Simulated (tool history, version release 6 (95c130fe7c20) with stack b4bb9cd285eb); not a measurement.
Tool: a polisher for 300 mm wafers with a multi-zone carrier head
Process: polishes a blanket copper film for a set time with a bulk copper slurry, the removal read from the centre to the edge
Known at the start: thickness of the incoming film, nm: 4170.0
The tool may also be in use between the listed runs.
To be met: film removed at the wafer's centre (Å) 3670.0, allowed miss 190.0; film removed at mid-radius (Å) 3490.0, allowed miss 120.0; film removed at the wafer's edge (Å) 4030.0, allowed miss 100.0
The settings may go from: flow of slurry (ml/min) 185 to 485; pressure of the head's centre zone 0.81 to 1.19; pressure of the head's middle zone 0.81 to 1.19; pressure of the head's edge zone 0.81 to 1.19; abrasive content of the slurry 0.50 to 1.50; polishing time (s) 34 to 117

| run | hour | flow of slurry (ml/min) | pressure of the head's centre zone | pressure of the head's middle zone | pressure of the head's edge zone | abrasive content of the slurry | polishing time (s) | film removed at the wafer's centre (Å) | film removed at mid-radius (Å) | film removed at the wafer's edge (Å) |
|---|---|---|---|---|---|---|---|---|---|---|
| 1 | 0.0 | 310 | 1.00 | 1.00 | 1.00 | 1.00 | 75 | 5648.1 | 5816.7 | 5913.1 |
| 2 | 2.2 | 300 | 0.98 | 0.96 | 0.98 | 0.90 | 71 | 5052.4 | 5123.6 | 5318.5 |
| 3 | 7.8 | 300 | 0.98 | 0.96 | 0.98 | 0.90 | 60 | 4278.8 | 4366.0 | 4487.2 |
| 4 | 9.5 | 300 | 0.98 | 0.96 | 0.98 | 1.00 | 60 | 4509.1 | 4483.9 | 4588.4 |
| 5 | 14.1 | 380 | 0.98 | 0.96 | 0.98 | 1.00 | 60 | 4442.7 | 4488.2 | 4721.5 |
| 6 | 22.2 | 380 | 0.98 | 0.96 | 1.06 | 1.00 | 60 | 4588.2 | 4649.4 | 4853.5 |
| 7 | 23.9 | 380 | 0.97 | 0.93 | 1.02 | 0.95 | 60 | 4303.3 | 4452.4 | 4772.7 |
| 8 | 30.1 | 380 | 0.97 | 0.93 | 1.02 | 0.95 | 60 | 4427.3 | 4370.9 | 4787.4 |
| 9 | 30.8 | 365 | 0.96 | 0.91 | 0.98 | 0.90 | 60 | 4281.1 | 4184.7 | 4580.3 |
| 10 | 32.0 | 360 | 0.94 | 0.89 | 0.95 | 0.85 | 60 | 4096.0 | 4151.7 | 4475.1 |
| 11 | 33.2 | 365 | 0.95 | 0.87 | 0.95 | 0.80 | 59 | 4075.2 | 3932.8 | 4342.1 |
| 12 | 42.1 | 370 | 0.94 | 0.86 | 0.95 | 0.75 | 59 | 3918.9 | 3780.6 | 4252.6 |
| 13 | 49.1 | 370 | 0.93 | 0.85 | 0.94 | 0.70 | 59 | 3912.6 | 3718.6 | 4205.5 |
| 14 | 55.7 | 365 | 0.92 | 0.84 | 0.93 | 0.70 | 59 | 3796.7 | 3635.5 | 4161.8 |
| 15 | 60.5 | 365 | 0.92 | 0.84 | 0.93 | 0.70 | 59 | 3834.4 | 3693.0 | 4190.6 |

Which of these 4 next moves meets every target?
| A | 65.3 | 460 | 0.84 | 0.90 | 0.95 | 0.65 | 53 | ? | ? | ? |
| B | 65.3 | 375 | 0.84 | 0.81 | 1.04 | 0.65 | 55 | ? | ? | ? |
| C | 65.3 | 390 | 0.93 | 0.84 | 0.97 | 0.65 | 57 | ? | ? | ? |
| D | 65.3 | 400 | 0.85 | 0.81 | 0.97 | 0.80 | 52 | ? | ? | ? |

| move | film removed at the wafer's centre (Å) | film removed at mid-radius (Å) | film removed at the wafer's edge (Å) |
|---|---|---|---|
| A | 3068.6 | 3479.5 | 3804.4 |
| B | 3131.1 | 3262.2 | 4066.7 |
| C | 3608.8 | 3492.2 | 4094.6 |
| D | 3153.3 | 3244.8 | 3917.4 |
A: brings the result that was furthest off to its target, and leaves another outside
B: takes the result that was furthest off past its target
C: meets every target
D: takes the result that was furthest off past its target
Answer: C
